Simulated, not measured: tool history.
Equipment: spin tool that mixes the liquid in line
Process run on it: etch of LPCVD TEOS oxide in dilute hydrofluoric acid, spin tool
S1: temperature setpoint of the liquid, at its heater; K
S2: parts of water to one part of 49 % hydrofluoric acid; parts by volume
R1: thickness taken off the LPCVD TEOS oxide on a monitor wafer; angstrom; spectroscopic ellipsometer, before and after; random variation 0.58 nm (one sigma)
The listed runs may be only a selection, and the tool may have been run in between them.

run 1 day=0 | S1=299.15 S2=195 time_under_the_liquid_(s)=250 | R1=413.13
run 2 day=0.092 | S1=299.15 S2=195 time_under_the_liquid_(s)=270 | R1=444.11
run 3 day=0.438 | S1=299.15 S2=255 time_under_the_liquid_(s)=270 | R1=319.92
run 4 day=0.588 | S1=296.15 S2=255 time_under_the_liquid_(s)=270 | R1=288.7
run 5 day=0.946 | S1=298.65 S2=205 time_under_the_liquid_(s)=270 | R1=412.54
run 6 day=1.088 | S1=300.65 S2=165 time_under_the_liquid_(s)=270 | R1=576.73
run 7 day=1.242 | S1=302.15 S2=135 time_under_the_liquid_(s)=270 | R1=772.63
run 8 day=1.521 | S1=303.15 S2=115 time_under_the_liquid_(s)=270 | R1=970.6
run 9 day=1.6 | S1=304.15 S2=100 time_under_the_liquid_(s)=270 | R1=1175

Estimate the outcome of run 10 from the log above:
run 10 day=1.95 | S1=304.65 S2=90 time_under_the_liquid_(s)=270 | R1=?

R1: 1361.5 angstrom
